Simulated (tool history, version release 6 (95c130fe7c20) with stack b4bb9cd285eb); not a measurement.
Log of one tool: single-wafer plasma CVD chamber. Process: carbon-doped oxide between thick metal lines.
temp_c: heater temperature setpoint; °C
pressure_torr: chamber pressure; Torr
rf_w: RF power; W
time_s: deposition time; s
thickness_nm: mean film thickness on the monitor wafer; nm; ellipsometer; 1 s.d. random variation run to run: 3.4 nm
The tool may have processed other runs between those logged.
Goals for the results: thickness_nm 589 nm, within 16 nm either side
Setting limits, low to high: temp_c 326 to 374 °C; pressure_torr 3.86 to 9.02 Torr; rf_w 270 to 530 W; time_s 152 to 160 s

run	hour	temp_c	pressure_torr	rf_w	time_s	thickness_nm
1	0	350	6.44	400	160	699.19
2	7.7	350	6.44	400	160	696.89
3	13.8	350	6.44	400	160	693.16
4	14.5	341	6.44	400	160	718.91
5	16	341	6.44	370	160	664.48
6	19.7	342	6.29	360	160	648.89
7	25.1	344	6.14	350	160	629.4
8	26.6	345	6.03	345	160	625.23
9	29.1	346	6.01	340	160	602.03
10	31.9	347	5.95	340	160	606.96
11	40.4	347	5.95	340	160	605.5
12	48.1	348	5.89	340	160	597.32

Consider the 4 candidate settings below. Which is the only one whose results all fall within their allowed miss of target?
A	55.8	344	5.91	345	160	?
B	55.8	337	6.67	365	152	?
C	55.8	353	5	375	154	?
D	55.8	354	6.14	330	160	?

move	thickness_nm
A	615.86
B	632.72
C	611.36
D	580.39
A: its largest miss is bigger than the last run's
B: its largest miss is bigger than the last run's
C: its largest miss is bigger than the last run's
D: every result lands within tolerance
Go with D: it meets all targets.

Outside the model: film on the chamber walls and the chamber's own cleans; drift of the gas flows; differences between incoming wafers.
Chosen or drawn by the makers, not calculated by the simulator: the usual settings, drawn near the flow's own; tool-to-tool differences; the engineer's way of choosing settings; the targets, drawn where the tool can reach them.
